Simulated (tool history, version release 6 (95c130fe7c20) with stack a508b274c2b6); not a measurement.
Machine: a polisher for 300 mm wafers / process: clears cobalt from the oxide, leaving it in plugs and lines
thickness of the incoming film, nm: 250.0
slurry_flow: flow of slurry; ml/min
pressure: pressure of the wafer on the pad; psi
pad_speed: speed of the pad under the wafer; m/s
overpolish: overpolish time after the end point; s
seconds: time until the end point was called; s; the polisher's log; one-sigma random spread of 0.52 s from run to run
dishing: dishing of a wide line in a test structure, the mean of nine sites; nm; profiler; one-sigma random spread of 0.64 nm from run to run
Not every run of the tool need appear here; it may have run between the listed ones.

run  hour  slurry_flow  pressure  pad_speed  overpolish  seconds  dishing
  1     0          215         2       0.86          29   52.198   68.826
  2   7.6          215       1.7       0.86          29   61.883    65.23
  3  15.3          215       1.4       0.86          29   73.175   57.628
  4  19.9          215       1.9       0.86          29   54.445   69.325
  5  26.4          245       1.8       0.98          24   48.012   64.867
  6  33.7          245       1.8       0.98          33   49.773   74.573
  7  41.2          265       1.7       1.06          27    46.78   68.449
  8  44.1          265       1.7       1.06          27   48.552   69.447
  9  52.4          235       1.7       1.12          23   46.641   65.061
 10    59          260       1.7       1.18          20   42.844   62.601
 11    64          280       1.7       1.22          17   41.916   60.684
 12  66.2          220       2.3       1.12           9   34.116   43.911

Expected results for the next run?
 13  69.5          225       2.3       1.12           9        ?        ?

Run 13 gave seconds 34.576 s, dishing 44.991 nm.

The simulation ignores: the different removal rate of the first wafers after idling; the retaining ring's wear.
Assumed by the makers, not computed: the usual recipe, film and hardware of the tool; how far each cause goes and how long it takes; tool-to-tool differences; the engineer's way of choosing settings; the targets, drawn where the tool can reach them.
